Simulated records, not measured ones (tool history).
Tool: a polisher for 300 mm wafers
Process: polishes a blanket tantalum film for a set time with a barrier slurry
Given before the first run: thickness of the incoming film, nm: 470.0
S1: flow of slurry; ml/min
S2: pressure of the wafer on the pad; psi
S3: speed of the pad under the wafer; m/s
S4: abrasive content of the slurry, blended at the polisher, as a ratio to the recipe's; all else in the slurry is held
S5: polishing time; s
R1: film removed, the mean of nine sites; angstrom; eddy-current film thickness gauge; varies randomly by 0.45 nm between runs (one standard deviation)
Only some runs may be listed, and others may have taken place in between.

run	day	S1	S2	S3	S4	S5	R1
1	0	130	2	0.96	1	53	708.73
2	0.371	125	1.8	0.96	1	53	635.41
3	0.462	125	1.8	0.96	0.85	53	625.2
4	0.621	120	1.7	0.96	0.85	53	576.01
5	0.979	115	1.6	0.96	0.85	53	547.14
6	1.046	110	1.5	0.96	0.85	53	509.49

Expected results for the next run?
7	1.35	105	1.5	0.96	0.85	53	?

R1: 499.19 angstrom
